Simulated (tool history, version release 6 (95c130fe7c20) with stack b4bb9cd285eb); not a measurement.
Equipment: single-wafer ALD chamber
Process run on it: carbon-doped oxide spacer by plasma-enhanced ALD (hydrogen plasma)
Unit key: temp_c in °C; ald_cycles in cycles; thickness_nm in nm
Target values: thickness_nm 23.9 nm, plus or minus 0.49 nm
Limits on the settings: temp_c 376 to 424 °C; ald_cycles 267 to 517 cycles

{"run": 1, "hour": 0.0, "temp_c": 400, "ald_cycles": 392, "thickness_nm": 19.489}
{"run": 2, "hour": 5.5, "temp_c": 411, "ald_cycles": 392, "thickness_nm": 18.763}
{"run": 3, "hour": 7.6, "temp_c": 418, "ald_cycles": 392, "thickness_nm": 18.665}
{"run": 4, "hour": 8.9, "temp_c": 418, "ald_cycles": 372, "thickness_nm": 17.413}
{"run": 5, "hour": 12.1, "temp_c": 418, "ald_cycles": 343, "thickness_nm": 16.164}
{"run": 6, "hour": 14.0, "temp_c": 418, "ald_cycles": 366, "thickness_nm": 17.121}
{"run": 7, "hour": 22.1, "temp_c": 412, "ald_cycles": 400, "thickness_nm": 18.988}
{"run": 8, "hour": 28.4, "temp_c": 407, "ald_cycles": 426, "thickness_nm": 20.734}

Which one of the following 5 next-run settings gets every result inside its allowed miss? There is exactly one.
{"run": "A", "hour": 34.7, "temp_c": 414, "ald_cycles": 497, "thickness_nm": "?"}
{"run": "B", "hour": 34.7, "temp_c": 413, "ald_cycles": 373, "thickness_nm": "?"}
{"run": "C", "hour": 34.7, "temp_c": 414, "ald_cycles": 370, "thickness_nm": "?"}
{"run": "D", "hour": 34.7, "temp_c": 406, "ald_cycles": 513, "thickness_nm": "?"}
{"run": "E", "hour": 34.7, "temp_c": 410, "ald_cycles": 333, "thickness_nm": "?"}

move=A thickness_nm=23.675
move=B thickness_nm=17.816
move=C thickness_nm=17.625
move=D thickness_nm=24.973
move=E thickness_nm=16.036
A: hits every target within its allowed miss
B: the biggest miss grows against the last run
C: the biggest miss grows against the last run
D: carries the result that was furthest off beyond its target, to the other side
E: the biggest miss grows against the last run
Go with A: it meets all targets.
